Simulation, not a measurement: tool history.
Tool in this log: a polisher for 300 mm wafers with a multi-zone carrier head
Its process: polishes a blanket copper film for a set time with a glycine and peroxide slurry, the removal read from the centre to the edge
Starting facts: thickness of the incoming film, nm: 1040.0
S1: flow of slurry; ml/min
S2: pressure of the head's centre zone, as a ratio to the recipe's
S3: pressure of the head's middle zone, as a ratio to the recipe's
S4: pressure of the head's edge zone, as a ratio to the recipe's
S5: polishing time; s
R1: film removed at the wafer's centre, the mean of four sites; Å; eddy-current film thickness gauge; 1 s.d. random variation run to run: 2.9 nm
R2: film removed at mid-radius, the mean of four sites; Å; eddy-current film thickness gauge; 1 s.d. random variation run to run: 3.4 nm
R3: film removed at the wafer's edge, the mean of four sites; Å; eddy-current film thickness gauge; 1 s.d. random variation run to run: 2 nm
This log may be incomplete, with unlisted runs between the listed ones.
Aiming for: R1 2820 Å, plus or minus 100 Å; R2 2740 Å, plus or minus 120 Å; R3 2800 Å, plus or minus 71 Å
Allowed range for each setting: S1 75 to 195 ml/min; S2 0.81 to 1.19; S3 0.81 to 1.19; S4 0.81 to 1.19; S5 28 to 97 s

run	hour	S1	S2	S3	S4	S5	R1	R2	R3
1	0	125	1	1	1	62	3259.8	3105.2	3173
2	7	110	1	1	1	62	3150.3	3051.2	3134.8
3	13.3	110	1	0.92	1	62	3134.1	2858.6	3149
4	14	110	1	0.92	0.99	62	3126.8	2830.9	3170.6
5	22.2	110	0.96	0.92	0.99	62	2971.4	2829.4	3128.7
6	25.3	110	0.96	0.92	0.99	50	2393.4	2286.4	2542.1
7	30.8	115	0.96	0.93	1	50	2423.4	2407.5	2556
8	31.6	120	0.96	0.93	1.01	50	2460.7	2401.7	2595.4
9	33.6	125	0.96	0.93	1.01	50	2472.5	2362.8	2629.7
10	34.4	130	0.96	0.94	1.01	50	2532	2416	2681
11	36.4	165	0.98	1.02	0.97	50	2720.2	2699.9	2658.8

Pick the move, out of 4, that brings all results within their allowed miss; only one does.
A	38.4	130	1.04	1.02	0.89	52	?	?	?
B	38.4	135	1	1.01	1	53	?	?	?
C	38.4	185	1.02	1.05	0.96	47	?	?	?
D	38.4	155	0.99	1.16	1	48	?	?	?

move	R1	R2	R3
A	2866	2698.8	2602.6
B	2835.8	2755.9	2819.5
C	2746.6	2668.5	2560.2
D	2629.7	2838.8	2602.9
A: the biggest miss grows against the last run
B: meets every target
C: the biggest miss grows against the last run
D: the biggest miss grows against the last run
Correct choice: B, which meets every target

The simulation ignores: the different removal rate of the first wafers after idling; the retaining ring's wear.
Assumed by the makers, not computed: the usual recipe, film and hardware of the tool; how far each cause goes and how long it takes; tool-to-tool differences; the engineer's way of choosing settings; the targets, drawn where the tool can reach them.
